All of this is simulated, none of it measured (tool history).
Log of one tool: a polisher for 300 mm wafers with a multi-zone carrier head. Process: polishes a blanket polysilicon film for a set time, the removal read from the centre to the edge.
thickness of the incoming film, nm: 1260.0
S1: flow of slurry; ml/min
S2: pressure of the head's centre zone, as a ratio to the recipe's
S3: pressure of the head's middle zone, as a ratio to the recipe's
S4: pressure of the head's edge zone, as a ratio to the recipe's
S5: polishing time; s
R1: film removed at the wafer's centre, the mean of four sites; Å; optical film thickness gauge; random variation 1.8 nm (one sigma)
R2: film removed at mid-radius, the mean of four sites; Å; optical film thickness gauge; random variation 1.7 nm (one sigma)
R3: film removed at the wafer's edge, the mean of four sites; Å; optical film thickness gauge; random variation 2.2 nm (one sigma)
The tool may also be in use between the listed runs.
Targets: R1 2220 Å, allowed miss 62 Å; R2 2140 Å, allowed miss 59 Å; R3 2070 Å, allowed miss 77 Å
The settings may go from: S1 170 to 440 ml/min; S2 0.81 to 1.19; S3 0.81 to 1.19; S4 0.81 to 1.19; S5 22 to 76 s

run,hour,S1,S2,S3,S4,S5,R1,R2,R3
1,0,280,1,1,1,49,3301.9,3253,3330.3
2,7.1,280,1,1,0.98,47,3118.6,3105.1,3073.6
3,14,280,0.99,0.99,0.96,46,3057.6,3057.9,3006.2
4,14.8,280,1.04,0.99,0.96,46,3206.2,3051.5,3001.2
5,18.8,280,1.03,0.98,0.95,45,3072.5,2967.6,3011.1
6,22.4,280,1.04,0.98,0.94,43,2978.4,2810.9,2805.9
7,30.9,265,0.96,0.93,0.84,30,1919.8,1870.9,1841.4
8,38.4,345,1.04,1.01,0.94,30,2140.6,2052.9,1990.7
9,40.2,345,1.05,1.03,0.97,30,2145.8,2082.4,2028.7

Which of these 4 next moves meets every target?
A,42,355,1.06,1.09,0.99,31,?,?,?
B,42,295,1.17,1.16,0.86,30,?,?,?
C,42,355,0.91,1.01,1.01,32,?,?,?
D,42,335,1.12,1.11,1.11,29,?,?,?

move,R1,R2,R3
A,2216.7,2263.2,2075.5
B,2329.2,2273,1856.7
C,1960.9,2191.3,2165.6
D,2180.8,2139.2,2046.5
A: brings the result that was furthest off to its target, and leaves another outside
B: takes the result that was furthest off past its target
C: further off than the last run
D: meets every target
Answer: D
